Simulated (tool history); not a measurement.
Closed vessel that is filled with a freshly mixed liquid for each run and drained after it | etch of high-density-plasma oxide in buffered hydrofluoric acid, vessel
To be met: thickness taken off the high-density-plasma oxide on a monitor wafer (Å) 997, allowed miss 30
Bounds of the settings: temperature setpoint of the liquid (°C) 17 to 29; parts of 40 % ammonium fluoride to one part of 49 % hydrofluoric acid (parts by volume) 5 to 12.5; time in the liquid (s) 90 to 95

run  hour  temperature setpoint of the liquid (°C)  parts of 40 % ammonium fluoride to one part of 49 % hydrofluoric acid (parts by volume)  time in the liquid (s)  thickness taken off the high-density-plasma oxide on a monitor wafer (Å)
  1     0                                       21                                                                                      7.5                      90                                                                    1621.7
  2   7.4                                     19.5                                                                                        8                      90                                                                    1400.7
  3  16.2                                     19.5                                                                                        8                      95                                                                    1468.1
  4    19                                     19.5                                                                                        8                      95                                                                    1462.3
  5  25.5                                     19.5                                                                                        8                      95                                                                    1480.9
  6  30.2                                       18                                                                                        8                      95                                                                    1323.2
  7  38.9                                     17.5                                                                                      8.5                      95                                                                      1258
  8  42.1                                     17.5                                                                                        9                      95                                                                    1148.9
  9  48.8                                     17.5                                                                                      9.5                      95                                                                    1093.9
 10  51.2                                       17                                                                                       10                      95                                                                    1059.8
 11  59.5                                       17                                                                                       10                      95                                                                    1048.4

4 next moves are on the table. One of them brings every result within its allowed miss. Which?
  A  67.8                                     19.5                                                                                       10                      90                                                                         ?
  B  67.8                                       17                                                                                       10                      90                                                                         ?
  C  67.8                                       17                                                                                      8.5                      90                                                                         ?
  D  67.8                                       17                                                                                        9                      90                                                                         ?

move  thickness taken off the high-density-plasma oxide on a monitor wafer (Å)
   A                                                                    1159.6
   B                                                                    1006.5
   C                                                                    1144.5
   D                                                                    1075.6
A: further off than the last run
B: meets every target
C: further off than the last run
D: further off than the last run
The right move is B.
